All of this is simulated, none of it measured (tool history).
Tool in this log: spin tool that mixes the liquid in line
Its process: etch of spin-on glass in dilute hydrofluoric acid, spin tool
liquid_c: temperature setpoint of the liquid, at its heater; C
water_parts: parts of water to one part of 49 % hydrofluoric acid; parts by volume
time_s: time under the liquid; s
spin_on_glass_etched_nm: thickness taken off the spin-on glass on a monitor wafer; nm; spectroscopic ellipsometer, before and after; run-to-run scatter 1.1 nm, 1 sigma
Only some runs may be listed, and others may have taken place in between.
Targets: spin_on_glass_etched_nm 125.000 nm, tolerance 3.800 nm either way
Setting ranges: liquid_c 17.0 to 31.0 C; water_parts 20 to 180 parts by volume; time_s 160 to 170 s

| run | day | liquid_c | water_parts | time_s | spin_on_glass_etched_nm |
|---|---|---|---|---|---|
| 1 | 0.000 | 23.0 | 100 | 160 | 56.755 |
| 2 | 0.033 | 24.0 | 95 | 160 | 64.299 |
| 3 | 0.088 | 25.0 | 90 | 160 | 70.297 |
| 4 | 0.208 | 25.0 | 120 | 160 | 50.117 |
| 5 | 0.408 | 25.0 | 120 | 160 | 50.259 |
| 6 | 0.575 | 26.0 | 110 | 160 | 59.156 |
| 7 | 0.946 | 26.5 | 105 | 160 | 61.988 |
| 8 | 1.200 | 26.5 | 105 | 160 | 62.718 |
| 9 | 1.358 | 27.0 | 100 | 160 | 66.784 |
| 10 | 1.592 | 27.5 | 95 | 160 | 71.577 |
| 11 | 1.904 | 28.0 | 90 | 160 | 78.515 |
| 12 | 2.088 | 28.5 | 85 | 160 | 87.260 |
| 13 | 2.354 | 29.0 | 80 | 160 | 92.538 |

Exercise: of the 4 proposed moves below, exactly one satisfies all targets within the stated allowed misses. Which move is it?
| A | 2.621 | 28.0 | 65 | 160 | ? |
| B | 2.621 | 31.0 | 70 | 170 | ? |
| C | 2.621 | 26.5 | 65 | 170 | ? |
| D | 2.621 | 30.0 | 70 | 165 | ? |

| move | spin_on_glass_etched_nm |
|---|---|
| A | 112.640 |
| B | 123.920 |
| C | 112.780 |
| D | 115.750 |
A: nearer the targets than the last run, but a result is still out of spec
B: meets every target
C: nearer the targets than the last run, but a result is still out of spec
D: nearer the targets than the last run, but a result is still out of spec
Go with B: it meets all targets.
